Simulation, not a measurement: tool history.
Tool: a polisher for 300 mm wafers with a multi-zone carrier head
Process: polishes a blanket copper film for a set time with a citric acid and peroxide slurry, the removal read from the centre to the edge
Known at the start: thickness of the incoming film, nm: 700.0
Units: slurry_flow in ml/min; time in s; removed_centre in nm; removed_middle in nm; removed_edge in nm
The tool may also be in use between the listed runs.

run	hour	slurry_flow	centre_zone	middle_zone	edge_zone	slurry_solids	time	removed_centre	removed_middle	removed_edge
1	0	295	1	1	1	1	59	88.554	89.412	86.926
2	7.7	295	1	1	1.07	1	59	88.287	86.873	90.612
3	13.3	295	0.99	0.98	1.05	0.95	57	84.121	83.73	87.111
4	18.1	295	0.99	0.97	1.04	0.9	55	80.157	78.609	81.569
5	26.6	320	0.99	0.97	1.04	0.9	55	79.752	79.547	82.212
6	29.4	315	0.99	0.96	1.03	0.85	54	77.287	75.941	79.181

Run 7 comes next. What will it give?
7	34.4	315	0.99	0.95	1.01	0.8	53	?	?	?

Run 7 gave removed_centre 73.86 nm, removed_middle 73.474 nm, removed_edge 74.873 nm.

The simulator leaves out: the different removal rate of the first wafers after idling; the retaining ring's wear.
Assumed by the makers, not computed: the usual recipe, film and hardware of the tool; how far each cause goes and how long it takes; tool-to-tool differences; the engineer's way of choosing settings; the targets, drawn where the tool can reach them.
